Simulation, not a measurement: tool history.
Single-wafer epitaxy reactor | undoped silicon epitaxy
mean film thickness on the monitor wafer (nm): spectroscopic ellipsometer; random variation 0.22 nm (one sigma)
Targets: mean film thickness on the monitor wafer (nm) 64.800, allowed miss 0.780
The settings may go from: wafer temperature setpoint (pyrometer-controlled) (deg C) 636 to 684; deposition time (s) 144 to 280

run  hour  wafer temperature setpoint (pyrometer-controlled) (deg C)  deposition time (s)  mean film thickness on the monitor wafer (nm)
  1   0.0                                                        660                  212                                         47.634
  2   3.7                                                        664                  212                                         51.805
  3   6.1                                                        667                  212                                         55.194
  4  11.0                                                        667                  241                                         63.105
  5  18.7                                                        667                  215                                         56.075
  6  26.2                                                        667                  190                                         49.639
  7  29.3                                                        670                  190                                         53.094
  8  31.8                                                        673                  190                                         56.417
  9  35.9                                                        675                  190                                         59.382
 10  37.4                                                        680                  190                                         66.276
 11  45.2                                                        680                  190                                         65.827

Which of these 5 next moves meets every target?
  A  53.0                                                        676                  203                                              ?
  B  53.0                                                        684                  176                                              ?
  C  53.0                                                        679                  184                                              ?
  D  53.0                                                        680                  192                                              ?
  E  53.0                                                        681                  188                                              ?

move  mean film thickness on the monitor wafer (nm)
   A                                         64.171
   B                                         66.032
   C                                         62.046
   D                                         66.147
   E                                         66.169
A: meets every target
B: further off than the last run
C: takes the result that was furthest off past its target
D: further off than the last run
E: further off than the last run
Move A is the one to make.

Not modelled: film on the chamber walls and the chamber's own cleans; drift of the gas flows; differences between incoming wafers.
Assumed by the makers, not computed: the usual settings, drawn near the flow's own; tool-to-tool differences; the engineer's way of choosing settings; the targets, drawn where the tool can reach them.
